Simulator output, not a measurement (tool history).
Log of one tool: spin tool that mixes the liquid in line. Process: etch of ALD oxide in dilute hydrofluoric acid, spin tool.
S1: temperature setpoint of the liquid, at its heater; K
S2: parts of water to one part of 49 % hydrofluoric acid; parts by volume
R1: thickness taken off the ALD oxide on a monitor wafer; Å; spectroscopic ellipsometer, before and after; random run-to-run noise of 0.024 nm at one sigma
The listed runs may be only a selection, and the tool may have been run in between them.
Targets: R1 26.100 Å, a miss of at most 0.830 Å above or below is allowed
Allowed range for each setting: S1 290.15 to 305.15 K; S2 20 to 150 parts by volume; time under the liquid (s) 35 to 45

run 1 hour=0.0 | S1=297.15 S2=85 time_under_the_liquid_(s)=45 | R1=58.471
run 2 hour=2.6 | S1=297.15 S2=85 time_under_the_liquid_(s)=45 | R1=57.693
run 3 hour=11.4 | S1=295.65 S2=95 time_under_the_liquid_(s)=45 | R1=49.284
run 4 hour=17.5 | S1=295.65 S2=95 time_under_the_liquid_(s)=45 | R1=47.877
run 5 hour=25.0 | S1=295.65 S2=80 time_under_the_liquid_(s)=45 | R1=59.440
run 6 hour=29.8 | S1=295.65 S2=55 time_under_the_liquid_(s)=45 | R1=89.242
run 7 hour=34.6 | S1=294.65 S2=75 time_under_the_liquid_(s)=45 | R1=60.194
run 8 hour=37.0 | S1=293.65 S2=85 time_under_the_liquid_(s)=45 | R1=50.805
run 9 hour=45.2 | S1=292.65 S2=95 time_under_the_liquid_(s)=45 | R1=43.704
run 10 hour=49.3 | S1=292.15 S2=105 time_under_the_liquid_(s)=45 | R1=37.710
run 11 hour=56.4 | S1=291.65 S2=110 time_under_the_liquid_(s)=45 | R1=35.276
run 12 hour=64.4 | S1=291.65 S2=110 time_under_the_liquid_(s)=45 | R1=35.681
run 13 hour=70.5 | S1=291.15 S2=115 time_under_the_liquid_(s)=45 | R1=33.426
run 14 hour=78.8 | S1=291.15 S2=120 time_under_the_liquid_(s)=45 | R1=31.463
run 15 hour=84.2 | S1=291.15 S2=125 time_under_the_liquid_(s)=45 | R1=30.272
run 16 hour=90.9 | S1=291.15 S2=130 time_under_the_liquid_(s)=45 | R1=28.484

Below are 4 possible settings for the next run. Only one of them brings all results inside the allowed miss of their targets. Which is it?
run A hour=97.6 | S1=292.65 S2=120 time_under_the_liquid_(s)=35 | R1=?
run B hour=97.6 | S1=290.65 S2=125 time_under_the_liquid_(s)=45 | R1=?
run C hour=97.6 | S1=297.15 S2=150 time_under_the_liquid_(s)=45 | R1=?
run D hour=97.6 | S1=290.15 S2=130 time_under_the_liquid_(s)=45 | R1=?

move=A R1=25.524
move=B R1=28.902
move=C R1=30.201
move=D R1=27.088
A: meets every target
B: misses by more than the last run did
C: misses by more than the last run did
D: gains on the last run, yet a result remains outside its allowed miss
Go with A: it meets all targets.
